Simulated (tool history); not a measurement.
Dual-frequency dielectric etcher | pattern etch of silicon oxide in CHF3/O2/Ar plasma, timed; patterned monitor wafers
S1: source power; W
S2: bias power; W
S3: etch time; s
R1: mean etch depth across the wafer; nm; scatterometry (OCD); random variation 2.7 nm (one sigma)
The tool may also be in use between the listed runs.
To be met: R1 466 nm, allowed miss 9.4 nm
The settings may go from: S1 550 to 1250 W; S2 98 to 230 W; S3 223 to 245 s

run  hour   S1   S2     S3      R1
  1     0  900  164    245  506.42
  2   5.8  900  193    245  534.52
  3  10.8  860  191  244.5   526.6
  4  13.9  820  188    244  512.71
  5  21.7  880  188    244  525.51
  6  22.6  880  188    223  482.03
  7  24.7  870  187    223  476.92
  8  28.9  870  187    223  475.95
  9  34.5  860  187    223  478.94

5 next moves are on the table. One of them brings every result within its allowed miss. Which?
  A  40.1   840  154  240.5   ?
  B  40.1   820  199  230.5   ?
  C  40.1  1020  135    240   ?
  D  40.1   810  184    223   ?
  E  40.1   860  182  229.5   ?

move      R1
   A  484.98
   B  494.24
   C  499.46
   D  466.02
   E  487.46
A: further off than the last run
B: further off than the last run
C: further off than the last run
D: meets every target
E: further off than the last run
The right move is D.

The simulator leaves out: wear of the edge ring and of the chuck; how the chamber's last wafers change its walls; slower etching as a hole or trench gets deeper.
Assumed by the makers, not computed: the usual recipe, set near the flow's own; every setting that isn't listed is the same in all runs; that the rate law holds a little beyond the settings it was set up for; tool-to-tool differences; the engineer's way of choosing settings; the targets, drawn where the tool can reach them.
